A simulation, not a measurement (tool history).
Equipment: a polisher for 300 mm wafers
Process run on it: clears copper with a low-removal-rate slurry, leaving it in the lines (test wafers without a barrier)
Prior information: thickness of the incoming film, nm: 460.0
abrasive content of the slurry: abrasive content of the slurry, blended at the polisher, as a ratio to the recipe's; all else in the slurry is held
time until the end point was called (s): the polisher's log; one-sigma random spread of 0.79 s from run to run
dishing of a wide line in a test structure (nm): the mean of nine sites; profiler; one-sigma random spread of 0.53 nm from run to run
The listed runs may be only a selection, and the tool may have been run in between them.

run,hour,flow of slurry (ml/min),pressure of the wafer on the pad (kPa),speed of the pad under the wafer (m/s),abrasive content of the slurry,overpolish time after the end point (s),time until the end point was called (s),dishing of a wide line in a test structure (nm)
1,0.0,245,23.4,1.18,1.0,18,101.490,39.099
2,7.7,245,25.5,1.18,1.0,17,92.608,39.402
3,12.3,245,26.9,1.18,1.0,17,88.738,40.089
4,19.1,245,26.9,1.02,1.0,17,100.040,36.950
5,24.2,245,26.9,1.02,1.0,21,101.020,42.846
6,31.1,245,26.9,1.24,1.0,21,83.998,45.360

Run 7, settings as shown, results not yet in. Your forecast:
7,32.9,245,28.3,1.24,1.0,20,?,?

time until the end point was called (s): 80.344
dishing of a wide line in a test structure (nm): 47.049
